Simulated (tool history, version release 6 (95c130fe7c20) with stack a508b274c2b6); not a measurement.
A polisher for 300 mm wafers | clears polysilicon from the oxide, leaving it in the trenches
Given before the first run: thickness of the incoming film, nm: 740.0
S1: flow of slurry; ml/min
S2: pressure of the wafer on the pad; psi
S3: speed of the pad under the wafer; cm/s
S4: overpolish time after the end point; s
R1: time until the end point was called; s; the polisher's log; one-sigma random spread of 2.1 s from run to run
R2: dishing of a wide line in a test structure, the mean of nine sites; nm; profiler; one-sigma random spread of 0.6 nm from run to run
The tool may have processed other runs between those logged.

run  hour   S1   S2   S3  S4      R1      R2
  1   0.0  170  2.2  100  10  59.182  64.663
  2   8.9  170  2.2  100   8  59.880  55.314
  3  11.2  170  1.9   94   8  71.557  51.433
  4  16.7  185  1.9   94   8  72.846  51.878
  5  20.0  185  1.7   88   8  84.942  47.474
  6  21.2  185  1.7   88   5  85.744  33.347

Estimate the outcome of run 7 from the log above:
  7  23.5  185  1.5  84   6   ?   ?

{"run 7": {"R1": 97.844, "R2": 33.101}}
